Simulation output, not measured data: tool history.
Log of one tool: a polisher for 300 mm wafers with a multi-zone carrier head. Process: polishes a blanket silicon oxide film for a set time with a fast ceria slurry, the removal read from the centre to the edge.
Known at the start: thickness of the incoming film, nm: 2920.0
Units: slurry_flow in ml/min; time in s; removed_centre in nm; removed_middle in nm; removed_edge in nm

run,hour,slurry_flow,centre_zone,middle_zone,edge_zone,time,removed_centre,removed_middle,removed_edge
1,0,165,1,1,1,43,332.59,324.63,334.71
2,5.6,170,1.01,0.99,1,43,333.99,321.91,344.8
3,8,170,1.01,0.99,1.07,43,340.28,319.38,343.41
4,14.4,170,1.04,0.99,1.07,43,344.72,323.87,344.75
5,22.7,175,1.06,0.98,1.07,43,354,319.17,345.64
6,28.2,175,1.06,0.98,1.07,37,310.33,272.04,302

Forecast run 7:
7,35.6,180,1.07,0.98,1.08,37,?,?,?

{"run 7": {"removed_centre": 309.37, "removed_middle": 277.7, "removed_edge": 297.62}}

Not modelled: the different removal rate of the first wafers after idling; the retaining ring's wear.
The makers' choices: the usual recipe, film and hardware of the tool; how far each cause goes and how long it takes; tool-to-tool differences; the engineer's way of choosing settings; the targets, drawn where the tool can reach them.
